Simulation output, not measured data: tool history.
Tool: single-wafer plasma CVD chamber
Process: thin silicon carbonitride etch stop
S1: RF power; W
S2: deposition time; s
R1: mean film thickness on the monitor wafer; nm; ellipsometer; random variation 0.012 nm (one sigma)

run 1 hour=0.0 | S1=200 S2=9.06 | R1=5.0564
run 2 hour=5.6 | S1=185 S2=8.77 | R1=4.7138
run 3 hour=14.0 | S1=175 S2=8.70 | R1=4.6224
run 4 hour=16.9 | S1=165 S2=8.60 | R1=4.4934
run 5 hour=20.0 | S1=165 S2=9.87 | R1=5.1488
run 6 hour=29.0 | S1=165 S2=10.59 | R1=5.5279
run 7 hour=34.8 | S1=160 S2=10.00 | R1=5.1985
run 8 hour=36.6 | S1=155 S2=9.54 | R1=4.8764
run 9 hour=44.8 | S1=150 S2=9.23 | R1=4.6750
run 10 hour=47.2 | S1=145 S2=9.01 | R1=4.5141

What does the tool deliver on the next run?
run 11 hour=53.2 | S1=145 S2=8.86 | R1=?

{"run 11": {"R1": 4.4154}}
